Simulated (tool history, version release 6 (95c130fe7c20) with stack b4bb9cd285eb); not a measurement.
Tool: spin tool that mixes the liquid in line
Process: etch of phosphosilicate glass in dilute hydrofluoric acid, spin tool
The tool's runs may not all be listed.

run	hour	temperature setpoint of the liquid (K)	parts of water to one part of 49 % hydrofluoric acid (parts by volume)	time under the liquid (s)	thickness taken off the phosphosilicate glass on a monitor wafer (nm)
1	0.0	296.15	225	30	8.1497
2	5.9	297.15	220	30	8.8856
3	14.7	297.15	220	30	8.8651
4	22.4	298.15	220	30	9.3868
5	29.4	299.15	220	30	9.4218
6	34.9	299.65	215	30	9.8767
7	38.2	299.65	215	30	9.8776
8	45.4	300.15	210	30	10.3260
9	46.8	300.65	205	30	10.8250

Run 10 has not been measured yet. What should we expect?
10	50.8	301.15	205	30	?

Run 10 measured thickness taken off the phosphosilicate glass on a monitor wafer (nm) 11.0770.

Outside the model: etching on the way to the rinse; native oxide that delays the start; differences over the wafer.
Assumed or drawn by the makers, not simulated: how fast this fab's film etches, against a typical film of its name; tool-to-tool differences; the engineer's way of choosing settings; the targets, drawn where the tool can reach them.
